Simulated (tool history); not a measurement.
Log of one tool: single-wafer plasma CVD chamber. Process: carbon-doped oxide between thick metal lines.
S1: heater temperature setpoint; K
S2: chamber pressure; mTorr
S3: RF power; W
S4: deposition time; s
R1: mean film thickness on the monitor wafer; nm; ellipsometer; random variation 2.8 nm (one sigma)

run,hour,S1,S2,S3,S4,R1
1,0,608.15,6450,610,182,1085.4
2,1.3,608.15,6450,610,182,1092.6
3,4.7,608.15,6450,610,173,1034.9
4,11.7,609.15,6340,600,173,1020.4
5,15.5,609.15,6340,685,173,1140.8
6,17.4,611.15,6190,655,173,1087.1
7,23,613.15,6060,635,173,1045.2
8,27.9,615.15,5900,630,173,1030.3
9,35,615.15,5900,630,173,1031

Run 10 comes next. What will it give?
10,44.1,617.15,5780,625,173,?

Run 10 gave R1 1014.5 nm.

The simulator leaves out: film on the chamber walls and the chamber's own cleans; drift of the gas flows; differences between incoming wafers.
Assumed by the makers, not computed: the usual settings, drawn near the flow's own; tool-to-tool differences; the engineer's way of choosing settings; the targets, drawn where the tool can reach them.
